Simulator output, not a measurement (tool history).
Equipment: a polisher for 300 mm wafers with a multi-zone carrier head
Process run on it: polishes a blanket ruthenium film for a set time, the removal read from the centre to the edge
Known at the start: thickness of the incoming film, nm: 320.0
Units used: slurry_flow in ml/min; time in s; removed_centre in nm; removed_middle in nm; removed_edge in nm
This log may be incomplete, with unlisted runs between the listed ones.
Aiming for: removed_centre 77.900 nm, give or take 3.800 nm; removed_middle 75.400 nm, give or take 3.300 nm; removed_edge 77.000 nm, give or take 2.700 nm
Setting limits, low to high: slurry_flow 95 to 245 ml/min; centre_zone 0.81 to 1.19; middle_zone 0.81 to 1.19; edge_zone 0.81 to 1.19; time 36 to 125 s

run	hour	slurry_flow	centre_zone	middle_zone	edge_zone	time	removed_centre	removed_middle	removed_edge
1	0.0	155	1.00	1.00	1.00	80	87.471	86.997	87.574
2	6.1	155	1.07	1.00	1.00	80	92.076	88.797	88.386
3	8.6	155	0.99	1.00	1.00	80	86.994	88.976	87.972
4	17.5	155	0.99	0.97	1.00	80	83.905	86.081	89.524
5	21.5	150	1.00	0.97	0.98	79	84.710	87.211	84.068
6	23.2	150	0.95	0.97	0.98	79	81.672	86.636	85.710
7	27.2	145	0.97	0.95	0.98	78	81.135	81.189	84.227
8	30.4	140	0.97	0.95	0.97	78	78.809	82.393	84.179
9	32.4	140	1.04	0.90	0.89	72	78.168	71.566	73.677

4 candidate next runs follow, results not yet known. Just one meets every target within its allowed miss. Identify it.
A	34.4	170	1.08	0.81	0.81	67	?	?	?
B	34.4	125	0.85	0.97	0.96	82	?	?	?
C	34.4	160	1.04	0.91	0.90	81	?	?	?
D	34.4	145	1.00	0.92	0.91	74	?	?	?

move	removed_centre	removed_middle	removed_edge
A	78.475	64.128	68.983
B	70.238	85.551	86.953
C	90.271	84.397	86.614
D	77.553	76.325	78.418
A: the biggest miss grows against the last run
B: the result that was furthest off in the last run now lies on the other side of its target
C: the result that was furthest off in the last run now lies on the other side of its target
D: meets every target
Move D is the one to make.
